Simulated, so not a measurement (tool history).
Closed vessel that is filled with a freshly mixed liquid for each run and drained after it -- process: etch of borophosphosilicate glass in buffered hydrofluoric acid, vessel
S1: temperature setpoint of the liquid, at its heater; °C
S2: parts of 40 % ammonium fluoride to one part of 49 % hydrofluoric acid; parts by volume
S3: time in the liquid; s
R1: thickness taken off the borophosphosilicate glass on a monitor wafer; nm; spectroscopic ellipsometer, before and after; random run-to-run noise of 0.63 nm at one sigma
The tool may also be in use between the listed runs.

| run | day | S1 | S2 | S3 | R1 |
|---|---|---|---|---|---|
| 1 | 0 | 21 | 12 | 95 | 111.28 |
| 2 | 0.321 | 21 | 12 | 105 | 122.57 |
| 3 | 0.45 | 23 | 12 | 105 | 135.99 |
| 4 | 0.496 | 23 | 14 | 105 | 116.38 |
| 5 | 0.604 | 23 | 13 | 105 | 125.45 |
| 6 | 0.667 | 23 | 13 | 95 | 113.45 |
| 7 | 0.742 | 19 | 13 | 95 | 90.838 |

Run 8, settings as shown, results not yet in. Your forecast:
| 8 | 0.992 | 18 | 13 | 95 | ? |

Run 8 measured R1 86.474 nm.
